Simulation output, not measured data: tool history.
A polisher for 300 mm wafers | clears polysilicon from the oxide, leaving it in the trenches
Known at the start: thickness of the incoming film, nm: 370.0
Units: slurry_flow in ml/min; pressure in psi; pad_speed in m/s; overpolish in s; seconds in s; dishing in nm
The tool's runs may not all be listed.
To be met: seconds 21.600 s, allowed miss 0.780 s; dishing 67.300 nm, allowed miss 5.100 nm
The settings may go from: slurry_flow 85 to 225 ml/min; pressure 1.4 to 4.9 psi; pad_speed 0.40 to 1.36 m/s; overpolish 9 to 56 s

run    day  slurry_flow  pressure  pad_speed  overpolish  seconds  dishing
  1  0.000          145       3.1       0.88          29   32.015   67.878
  2  0.212          145       3.4       0.88          29   29.606   71.270
  3  0.554          145       3.4       0.88          20   29.564   64.357
  4  0.688          180       3.4       0.88          20   28.741   65.026
  5  1.033          180       3.5       0.88          20   28.654   65.573
  6  1.250          180       3.6       0.88          20   27.971   69.695
  7  1.542          175       3.6       0.90          19   27.021   68.223
  8  1.783          175       3.6       0.90          18   27.574   65.085
  9  1.812          185       4.4       0.92          23   23.143   68.015
 10  1.850          185       4.6       0.92          22   22.294   68.544

Which of these 5 next moves meets every target?
  A  1.888          195       4.6       0.88          21        ?        ?
  B  1.888          155       4.8       0.86          36        ?        ?
  C  1.888          190       4.7       0.84          17        ?        ?
  D  1.888          165       4.9       0.86          14        ?        ?
  E  1.888          185       4.8       0.94          18        ?        ?

move  seconds  dishing
   A   23.436   71.214
   B   23.788   71.839
   C   24.035   70.112
   D   23.223   68.833
   E   21.595   70.961
A: further off than the last run
B: further off than the last run
C: further off than the last run
D: further off than the last run
E: meets every target
Move E is the one to make.
